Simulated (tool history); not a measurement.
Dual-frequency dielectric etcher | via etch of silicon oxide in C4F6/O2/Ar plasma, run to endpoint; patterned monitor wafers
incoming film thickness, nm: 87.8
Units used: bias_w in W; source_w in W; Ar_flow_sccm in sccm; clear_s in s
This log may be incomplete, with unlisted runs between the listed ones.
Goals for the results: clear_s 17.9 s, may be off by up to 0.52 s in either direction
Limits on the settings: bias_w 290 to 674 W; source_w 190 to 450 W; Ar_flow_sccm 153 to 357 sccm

| run | day | bias_w | source_w | Ar_flow_sccm | clear_s |
|---|---|---|---|---|---|
| 1 | 0 | 482 | 320 | 255 | 20.601 |
| 2 | 0.333 | 439 | 320 | 255 | 21.63 |
| 3 | 0.438 | 471 | 330 | 254 | 20.722 |
| 4 | 0.754 | 471 | 330 | 288 | 21.04 |
| 5 | 0.862 | 500 | 340 | 286 | 19.965 |
| 6 | 1.054 | 563 | 340 | 286 | 18.942 |
| 7 | 1.404 | 573 | 340 | 286 | 18.794 |
| 8 | 1.621 | 582 | 340 | 286 | 18.797 |
| 9 | 1.679 | 591 | 340 | 286 | 18.589 |
| 10 | 1.879 | 598 | 340 | 286 | 18.382 |

Exercise: of the 4 proposed moves below, exactly one satisfies all targets within the stated allowed misses. Which move is it?
| A | 2.079 | 556 | 330 | 285 | ? |
| B | 2.079 | 566 | 310 | 294 | ? |
| C | 2.079 | 571 | 390 | 293 | ? |
| D | 2.079 | 553 | 340 | 301 | ? |

| move | clear_s |
|---|---|
| A | 19.331 |
| B | 19.672 |
| C | 18.016 |
| D | 19.285 |
A: further off than the last run
B: further off than the last run
C: each result inside its tolerance
D: further off than the last run
So the answer is move C, the one that meets all the targets.
